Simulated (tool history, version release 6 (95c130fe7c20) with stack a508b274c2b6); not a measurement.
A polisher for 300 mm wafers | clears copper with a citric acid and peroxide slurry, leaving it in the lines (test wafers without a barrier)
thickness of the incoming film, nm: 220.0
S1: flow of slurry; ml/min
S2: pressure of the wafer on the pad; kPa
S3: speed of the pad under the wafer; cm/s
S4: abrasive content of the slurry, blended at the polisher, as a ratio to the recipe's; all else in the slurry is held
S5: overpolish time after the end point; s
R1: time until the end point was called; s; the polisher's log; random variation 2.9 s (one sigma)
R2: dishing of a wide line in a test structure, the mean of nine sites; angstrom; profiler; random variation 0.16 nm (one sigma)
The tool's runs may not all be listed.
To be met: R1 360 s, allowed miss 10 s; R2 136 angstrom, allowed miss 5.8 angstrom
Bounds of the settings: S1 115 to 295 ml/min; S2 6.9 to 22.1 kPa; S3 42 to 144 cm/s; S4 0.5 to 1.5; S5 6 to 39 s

{"run": 1, "hour": 0.0, "S1": 190, "S2": 14.5, "S3": 92, "S4": 1, "S5": 20, "R1": 149.77, "R2": 243.77}
{"run": 2, "hour": 6.7, "S1": 190, "S2": 14.5, "S3": 92, "S4": 1, "S5": 15, "R1": 149.14, "R2": 192.22}
{"run": 3, "hour": 8.4, "S1": 160, "S2": 14.5, "S3": 92, "S4": 1, "S5": 15, "R1": 152.11, "R2": 192.38}
{"run": 4, "hour": 11.9, "S1": 155, "S2": 13.1, "S3": 86, "S4": 1, "S5": 17, "R1": 179.59, "R2": 181.36}
{"run": 5, "hour": 13.3, "S1": 155, "S2": 13.1, "S3": 72, "S4": 1, "S5": 17, "R1": 212.4, "R2": 154.68}
{"run": 6, "hour": 17.1, "S1": 150, "S2": 11.7, "S3": 70, "S4": 1, "S5": 18, "R1": 240.11, "R2": 144.16}
{"run": 7, "hour": 24.3, "S1": 150, "S2": 11, "S3": 70, "S4": 1, "S5": 19, "R1": 255.2, "R2": 146.14}
{"run": 8, "hour": 30.0, "S1": 150, "S2": 10.3, "S3": 70, "S4": 1, "S5": 20, "R1": 265.55, "R2": 141.4}
{"run": 9, "hour": 34.9, "S1": 135, "S2": 6.9, "S3": 62, "S4": 1, "S5": 28, "R1": 421.24, "R2": 125.78}
{"run": 10, "hour": 41.4, "S1": 150, "S2": 6.9, "S3": 62, "S4": 1, "S5": 28, "R1": 418.36, "R2": 128.97}
{"run": 11, "hour": 42.7, "S1": 200, "S2": 9, "S3": 62, "S4": 1, "S5": 25, "R1": 326.7, "R2": 147.03}
{"run": 12, "hour": 45.6, "S1": 190, "S2": 9, "S3": 62, "S4": 1, "S5": 25, "R1": 326.52, "R2": 146.17}
{"run": 13, "hour": 48.1, "S1": 180, "S2": 9, "S3": 62, "S4": 1, "S5": 25, "R1": 331.61, "R2": 146.23}
{"run": 14, "hour": 52.0, "S1": 180, "S2": 9, "S3": 62, "S4": 1, "S5": 25, "R1": 331.39, "R2": 145.53}
{"run": 15, "hour": 54.2, "S1": 175, "S2": 9, "S3": 62, "S4": 1, "S5": 25, "R1": 336.57, "R2": 148.18}
{"run": 16, "hour": 62.9, "S1": 170, "S2": 9, "S3": 62, "S4": 1, "S5": 25, "R1": 334.54, "R2": 145.38}
{"run": 17, "hour": 70.6, "S1": 170, "S2": 9, "S3": 62, "S4": 1, "S5": 25, "R1": 338.35, "R2": 142.55}
{"run": 18, "hour": 75.8, "S1": 170, "S2": 9, "S3": 62, "S4": 1, "S5": 25, "R1": 334.57, "R2": 141.39}
{"run": 19, "hour": 83.1, "S1": 165, "S2": 9, "S3": 62, "S4": 1, "S5": 25, "R1": 331.43, "R2": 145.16}
{"run": 20, "hour": 91.9, "S1": 160, "S2": 9, "S3": 62, "S4": 1, "S5": 25, "R1": 338.09, "R2": 144}
{"run": 21, "hour": 94.1, "S1": 155, "S2": 9, "S3": 62, "S4": 1, "S5": 25, "R1": 340.55, "R2": 143.06}
{"run": 22, "hour": 96.1, "S1": 150, "S2": 9, "S3": 62, "S4": 1, "S5": 25, "R1": 337.75, "R2": 144.07}

5 next moves are on the table. One of them brings every result within its allowed miss. Which?
{"run": "A", "hour": 98.1, "S1": 155, "S2": 6.9, "S3": 74, "S4": 0.9, "S5": 26, "R1": "?", "R2": "?"}
{"run": "B", "hour": 98.1, "S1": 140, "S2": 11.7, "S3": 52, "S4": 1.2, "S5": 23, "R1": "?", "R2": "?"}
{"run": "C", "hour": 98.1, "S1": 165, "S2": 8.3, "S3": 68, "S4": 1, "S5": 23, "R1": "?", "R2": "?"}
{"run": "D", "hour": 98.1, "S1": 200, "S2": 11.7, "S3": 52, "S4": 1, "S5": 21, "R1": "?", "R2": "?"}
{"run": "E", "hour": 98.1, "S1": 165, "S2": 9.7, "S3": 60, "S4": 1.05, "S5": 26, "R1": "?", "R2": "?"}

move=A R1=365.43 R2=136.46
move=B R1=312.83 R2=143.12
move=C R1=330.19 R2=134.72
move=D R1=307.31 R2=133.84
move=E R1=322.88 R2=154.42
A: meets every target
B: further off than the last run
C: further off than the last run
D: further off than the last run
E: further off than the last run
Move A is the one to make.
